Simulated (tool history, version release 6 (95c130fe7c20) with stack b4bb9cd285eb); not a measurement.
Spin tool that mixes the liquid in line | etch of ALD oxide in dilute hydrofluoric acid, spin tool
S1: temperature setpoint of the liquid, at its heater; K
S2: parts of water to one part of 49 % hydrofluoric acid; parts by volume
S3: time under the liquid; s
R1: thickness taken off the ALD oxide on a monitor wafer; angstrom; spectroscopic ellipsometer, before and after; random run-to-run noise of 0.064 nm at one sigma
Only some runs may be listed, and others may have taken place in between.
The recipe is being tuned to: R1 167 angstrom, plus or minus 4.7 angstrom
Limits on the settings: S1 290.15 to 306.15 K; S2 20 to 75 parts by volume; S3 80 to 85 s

run 1 hour=0 | S1=298.15 S2=45 S3=80 | R1=274.26
run 2 hour=0.8 | S1=300.15 S2=45 S3=80 | R1=296.39
run 3 hour=4.2 | S1=300.15 S2=50 S3=80 | R1=265.71
run 4 hour=12.7 | S1=298.65 S2=50 S3=80 | R1=250.69
run 5 hour=17.6 | S1=297.65 S2=50 S3=80 | R1=238.69
run 6 hour=22.7 | S1=294.15 S2=50 S3=80 | R1=207.15
run 7 hour=25.4 | S1=293.65 S2=50 S3=80 | R1=202.41
run 8 hour=26.6 | S1=293.15 S2=50 S3=80 | R1=198.38
run 9 hour=35.5 | S1=292.65 S2=50 S3=80 | R1=194.89
run 10 hour=38.5 | S1=292.15 S2=50 S3=80 | R1=189.62
run 11 hour=43.7 | S1=292.15 S2=50 S3=80 | R1=189.52
run 12 hour=46.9 | S1=291.15 S2=50 S3=80 | R1=181.39

Exactly one of the 5 candidate moves below puts every result within its allowed miss. Which one?
run A hour=50.1 | S1=290.15 S2=55 S3=80 | R1=?
run B hour=50.1 | S1=294.15 S2=50 S3=80 | R1=?
run C hour=50.1 | S1=291.65 S2=60 S3=80 | R1=?
run D hour=50.1 | S1=291.15 S2=45 S3=80 | R1=?
run E hour=50.1 | S1=290.15 S2=55 S3=85 | R1=?

move=A R1=157.35
move=B R1=206.55
move=C R1=152.98
move=D R1=203.1
move=E R1=167.18
A: takes the result that was furthest off past its target
B: the biggest miss grows against the last run
C: takes the result that was furthest off past its target
D: the biggest miss grows against the last run
E: all results land within tolerance of their targets
Move E is the one to make.
